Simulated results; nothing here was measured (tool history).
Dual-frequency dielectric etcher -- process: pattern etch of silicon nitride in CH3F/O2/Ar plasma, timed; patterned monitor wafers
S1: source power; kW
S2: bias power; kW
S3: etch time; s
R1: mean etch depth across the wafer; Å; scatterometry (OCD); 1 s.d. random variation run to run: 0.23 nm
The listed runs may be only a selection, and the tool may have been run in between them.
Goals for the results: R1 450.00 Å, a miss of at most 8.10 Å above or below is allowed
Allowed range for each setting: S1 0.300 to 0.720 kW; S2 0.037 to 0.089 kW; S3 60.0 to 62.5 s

run 1 hour=0.0 | S1=0.510 S2=0.063 S3=60.0 | R1=404.12
run 2 hour=3.0 | S1=0.470 S2=0.063 S3=60.0 | R1=391.79
run 3 hour=9.4 | S1=0.470 S2=0.063 S3=62.5 | R1=409.03
run 4 hour=13.3 | S1=0.400 S2=0.063 S3=62.5 | R1=391.24
run 5 hour=15.0 | S1=0.400 S2=0.073 S3=62.5 | R1=408.91
run 6 hour=22.5 | S1=0.430 S2=0.074 S3=62.5 | R1=426.47
run 7 hour=27.3 | S1=0.450 S2=0.074 S3=62.5 | R1=430.27
run 8 hour=29.6 | S1=0.460 S2=0.074 S3=62.5 | R1=431.28
run 9 hour=33.7 | S1=0.460 S2=0.074 S3=62.5 | R1=429.38
run 10 hour=34.6 | S1=0.480 S2=0.074 S3=62.5 | R1=434.33
run 11 hour=39.2 | S1=0.490 S2=0.074 S3=62.5 | R1=440.09

Of the 5 settings listed for the next run, only one would bring every result within its allowed miss of target. Which one?
run A hour=43.8 | S1=0.520 S2=0.079 S3=61.0 | R1=?
run B hour=43.8 | S1=0.500 S2=0.089 S3=62.0 | R1=?
run C hour=43.8 | S1=0.450 S2=0.079 S3=62.0 | R1=?
run D hour=43.8 | S1=0.610 S2=0.075 S3=62.5 | R1=?
run E hour=43.8 | S1=0.550 S2=0.082 S3=62.5 | R1=?

move=A R1=448.15
move=B R1=470.04
move=C R1=434.85
move=D R1=474.96
move=E R1=474.07
A: hits every target within its allowed miss
B: pushes the last run's worst result past its target
C: the biggest miss grows against the last run
D: pushes the last run's worst result past its target
E: pushes the last run's worst result past its target
Move A is the one to make.

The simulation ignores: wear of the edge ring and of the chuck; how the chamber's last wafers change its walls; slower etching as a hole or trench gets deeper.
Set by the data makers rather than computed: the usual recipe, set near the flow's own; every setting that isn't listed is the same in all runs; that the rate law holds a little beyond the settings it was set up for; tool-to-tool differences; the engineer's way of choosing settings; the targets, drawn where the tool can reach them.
